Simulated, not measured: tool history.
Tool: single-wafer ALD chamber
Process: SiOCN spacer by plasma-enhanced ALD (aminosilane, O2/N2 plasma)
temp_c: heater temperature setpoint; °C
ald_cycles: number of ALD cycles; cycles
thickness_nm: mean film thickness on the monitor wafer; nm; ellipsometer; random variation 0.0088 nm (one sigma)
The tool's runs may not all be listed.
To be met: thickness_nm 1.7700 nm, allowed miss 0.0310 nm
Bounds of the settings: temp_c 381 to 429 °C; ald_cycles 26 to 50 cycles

{"run": 1, "hour": 0.0, "temp_c": 405, "ald_cycles": 38, "thickness_nm": 2.3316}
{"run": 2, "hour": 5.6, "temp_c": 400, "ald_cycles": 38, "thickness_nm": 2.3377}
{"run": 3, "hour": 7.1, "temp_c": 404, "ald_cycles": 38, "thickness_nm": 2.3301}
{"run": 4, "hour": 13.8, "temp_c": 405, "ald_cycles": 36, "thickness_nm": 2.2055}
{"run": 5, "hour": 18.0, "temp_c": 405, "ald_cycles": 39, "thickness_nm": 2.4076}
{"hour": 18.6, "done": "thermocouple changed; heater temperature recalibrated"}
{"run": 6, "hour": 18.6, "temp_c": 405, "ald_cycles": 37, "thickness_nm": 2.3087}
{"run": 7, "hour": 24.2, "temp_c": 401, "ald_cycles": 35, "thickness_nm": 2.2169}
{"run": 8, "hour": 29.1, "temp_c": 404, "ald_cycles": 33, "thickness_nm": 2.0437}
{"run": 9, "hour": 33.7, "temp_c": 416, "ald_cycles": 31, "thickness_nm": 1.8736}
{"run": 10, "hour": 38.4, "temp_c": 417, "ald_cycles": 31, "thickness_nm": 1.8695}
{"run": 11, "hour": 47.4, "temp_c": 418, "ald_cycles": 31, "thickness_nm": 1.8603}
{"run": 12, "hour": 50.8, "temp_c": 419, "ald_cycles": 31, "thickness_nm": 1.8434}

5 next moves are on the table. One of them brings every result within its allowed miss. Which?
{"run": "A", "hour": 54.2, "temp_c": 420, "ald_cycles": 33, "thickness_nm": "?"}
{"run": "B", "hour": 54.2, "temp_c": 414, "ald_cycles": 31, "thickness_nm": "?"}
{"run": "C", "hour": 54.2, "temp_c": 414, "ald_cycles": 33, "thickness_nm": "?"}
{"run": "D", "hour": 54.2, "temp_c": 414, "ald_cycles": 29, "thickness_nm": "?"}
{"run": "E", "hour": 54.2, "temp_c": 423, "ald_cycles": 33, "thickness_nm": "?"}

move=A thickness_nm=1.9632
move=B thickness_nm=1.8809
move=C thickness_nm=2.0022
move=D thickness_nm=1.7595
move=E thickness_nm=1.9436
A: further off than the last run
B: further off than the last run
C: further off than the last run
D: meets every target
E: further off than the last run
The right move is D.
